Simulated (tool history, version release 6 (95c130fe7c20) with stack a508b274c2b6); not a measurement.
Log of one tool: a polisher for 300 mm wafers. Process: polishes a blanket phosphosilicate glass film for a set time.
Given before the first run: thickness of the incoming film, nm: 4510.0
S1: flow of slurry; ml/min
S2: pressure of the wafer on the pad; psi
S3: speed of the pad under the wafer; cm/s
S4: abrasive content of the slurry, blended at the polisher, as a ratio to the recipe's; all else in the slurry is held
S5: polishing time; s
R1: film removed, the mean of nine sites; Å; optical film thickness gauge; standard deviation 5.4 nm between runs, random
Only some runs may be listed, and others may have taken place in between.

| run | day | S1 | S2 | S3 | S4 | S5 | R1 |
|---|---|---|---|---|---|---|---|
| 1 | 0.000 | 170 | 2.9 | 114 | 1.0 | 48 | 3837.9 |
| 2 | 0.054 | 170 | 2.9 | 92 | 1.0 | 48 | 3232.5 |
| 3 | 0.250 | 170 | 2.3 | 92 | 1.0 | 48 | 2758.7 |
| 4 | 0.504 | 175 | 3.0 | 98 | 1.0 | 48 | 3449.5 |
| 5 | 0.671 | 175 | 3.0 | 76 | 1.0 | 48 | 2849.1 |
| 6 | 1.038 | 175 | 3.4 | 88 | 1.0 | 48 | 3486.1 |
| 7 | 1.308 | 175 | 3.7 | 98 | 1.0 | 48 | 4042.0 |
| 8 | 1.471 | 175 | 3.7 | 98 | 1.0 | 48 | 4046.4 |
| 9 | 1.583 | 175 | 3.9 | 104 | 1.0 | 48 | 4457.6 |
| 10 | 1.804 | 200 | 4.5 | 116 | 1.0 | 48 | 5495.6 |
| 11 | 2.138 | 200 | 4.5 | 118 | 1.0 | 48 | 5554.4 |
| 12 | 2.458 | 200 | 4.5 | 120 | 1.0 | 48 | 5619.7 |

Run 13, settings as shown, results not yet in. Your forecast:
| 13 | 2.746 | 200 | 4.5 | 120 | 1.0 | 48 | ? |

R1: 5738.6 Å
